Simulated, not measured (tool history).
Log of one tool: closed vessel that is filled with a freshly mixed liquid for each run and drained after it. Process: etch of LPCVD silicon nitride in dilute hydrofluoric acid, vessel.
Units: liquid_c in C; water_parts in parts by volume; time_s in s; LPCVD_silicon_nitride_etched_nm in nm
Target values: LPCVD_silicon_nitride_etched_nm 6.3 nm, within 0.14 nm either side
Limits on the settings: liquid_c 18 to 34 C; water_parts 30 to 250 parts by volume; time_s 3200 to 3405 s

| run | hour | liquid_c | water_parts | time_s | LPCVD_silicon_nitride_etched_nm |
|---|---|---|---|---|---|
| 1 | 0 | 26 | 140 | 3200 | 10.702 |
| 2 | 1.6 | 24 | 140 | 3200 | 9.3872 |
| 3 | 9 | 22.5 | 140 | 3200 | 8.5281 |
| 4 | 11.6 | 25.5 | 140 | 3200 | 10.42 |
| 5 | 19.3 | 23 | 140 | 3200 | 8.7742 |
| 6 | 25 | 23 | 160 | 3200 | 7.7345 |
| 7 | 29.9 | 22 | 160 | 3200 | 7.1987 |
| 8 | 37.9 | 21.5 | 160 | 3200 | 6.9913 |
| 9 | 42.6 | 21 | 160 | 3200 | 6.814 |
| 10 | 46.4 | 20.5 | 160 | 3200 | 6.5713 |

Which one of the following 4 next-run settings gets every result inside its allowed miss? There is exactly one.
| A | 50.2 | 21.5 | 175 | 3405 | ? |
| B | 50.2 | 21 | 170 | 3280 | ? |
| C | 50.2 | 20.5 | 175 | 3325 | ? |
| D | 50.2 | 20 | 160 | 3315 | ? |

| move | LPCVD_silicon_nitride_etched_nm |
|---|---|
| A | 6.8165 |
| B | 6.5374 |
| C | 6.2336 |
| D | 6.5609 |
A: further off than the last run
B: closes in on the targets versus the last run, not all within tolerance yet
C: in spec on every target
D: roughly where the last run was
C is the move that brings every result within its allowed miss.

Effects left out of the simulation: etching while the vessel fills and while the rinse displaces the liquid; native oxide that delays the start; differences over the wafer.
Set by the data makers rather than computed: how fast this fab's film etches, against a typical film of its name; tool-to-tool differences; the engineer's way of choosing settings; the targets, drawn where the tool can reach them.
